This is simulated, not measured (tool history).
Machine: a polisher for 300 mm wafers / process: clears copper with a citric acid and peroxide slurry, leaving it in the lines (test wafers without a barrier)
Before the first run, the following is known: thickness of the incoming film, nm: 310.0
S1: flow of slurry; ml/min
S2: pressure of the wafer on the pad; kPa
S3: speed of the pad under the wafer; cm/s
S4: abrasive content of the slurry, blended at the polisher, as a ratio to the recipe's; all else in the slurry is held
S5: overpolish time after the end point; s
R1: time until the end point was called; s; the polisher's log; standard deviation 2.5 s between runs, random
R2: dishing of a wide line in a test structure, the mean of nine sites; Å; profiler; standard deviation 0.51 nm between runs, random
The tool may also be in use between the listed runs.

{"run": 1, "hour": 0.0, "S1": 125, "S2": 20.7, "S3": 90, "S4": 1, "S5": 24, "R1": 148.81, "R2": 266.07}
{"run": 2, "hour": 7.6, "S1": 125, "S2": 20.7, "S3": 82, "S4": 1, "S5": 24, "R1": 164.24, "R2": 248.66}
{"run": 3, "hour": 14.7, "S1": 125, "S2": 21.4, "S3": 82, "S4": 1, "S5": 26, "R1": 154.55, "R2": 267.43}
{"run": 4, "hour": 15.7, "S1": 125, "S2": 21.4, "S3": 84, "S4": 1, "S5": 28, "R1": 151.39, "R2": 273.11}
{"run": 5, "hour": 17.4, "S1": 125, "S2": 21.4, "S3": 68, "S4": 1, "S5": 28, "R1": 176.16, "R2": 261.13}
{"run": 6, "hour": 22.4, "S1": 125, "S2": 22.8, "S3": 68, "S4": 1, "S5": 30, "R1": 168.54, "R2": 276.47}
{"run": 7, "hour": 29.2, "S1": 125, "S2": 24.1, "S3": 68, "S4": 1, "S5": 32, "R1": 158, "R2": 302.93}
{"run": 8, "hour": 34.1, "S1": 125, "S2": 24.8, "S3": 68, "S4": 1, "S5": 33, "R1": 157.33, "R2": 305.3}
{"run": 9, "hour": 36.2, "S1": 125, "S2": 25.5, "S3": 68, "S4": 1, "S5": 34, "R1": 155.37, "R2": 316.52}
{"run": 10, "hour": 44.4, "S1": 125, "S2": 26.2, "S3": 68, "S4": 1, "S5": 34, "R1": 147.97, "R2": 325.89}
{"run": 11, "hour": 46.5, "S1": 125, "S2": 26.9, "S3": 68, "S4": 1, "S5": 34, "R1": 148.67, "R2": 323.7}

Run 12 comes next. What will it give?
{"run": 12, "hour": 50.9, "S1": 125, "S2": 27.6, "S3": 68, "S4": 1, "S5": 34, "R1": "?", "R2": "?"}

R1: 143.94 s
R2: 333.42 Å
